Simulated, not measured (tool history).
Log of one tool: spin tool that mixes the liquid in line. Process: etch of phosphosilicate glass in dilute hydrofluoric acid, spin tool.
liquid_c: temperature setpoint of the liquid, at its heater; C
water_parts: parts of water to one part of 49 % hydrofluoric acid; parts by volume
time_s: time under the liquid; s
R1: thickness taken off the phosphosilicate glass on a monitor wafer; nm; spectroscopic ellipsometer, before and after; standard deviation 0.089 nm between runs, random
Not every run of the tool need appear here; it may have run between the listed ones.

Run 1, hour 0.0: liquid_c 24.0 C, water_parts 290 parts by volume, time_s 60 s. Result: R1 11.312 nm.
Run 2, hour 3.4: liquid_c 22.0 C, water_parts 290 parts by volume, time_s 60 s. Result: R1 10.569 nm.
Run 3, hour 7.1: liquid_c 24.0 C, water_parts 290 parts by volume, time_s 60 s. Result: R1 11.303 nm.
Run 4, hour 11.1: liquid_c 24.0 C, water_parts 290 parts by volume, time_s 65 s. Result: R1 12.237 nm.
Run 5, hour 17.1: liquid_c 25.0 C, water_parts 275 parts by volume, time_s 65 s. Result: R1 13.596 nm.
Run 6, hour 18.2: liquid_c 26.0 C, water_parts 260 parts by volume, time_s 65 s. Result: R1 15.122 nm.
Run 7, hour 25.5: liquid_c 30.0 C, water_parts 155 parts by volume, time_s 65 s. Result: R1 32.980 nm.
Run 8, hour 32.8: liquid_c 29.5 C, water_parts 155 parts by volume, time_s 65 s. Result: R1 32.541 nm.

For run 9, what comes out?
Run 9, hour 37.4: liquid_c 25.5 C, water_parts 160 parts by volume, time_s 65 s. Result: R1 ?.

R1: 26.927 nm
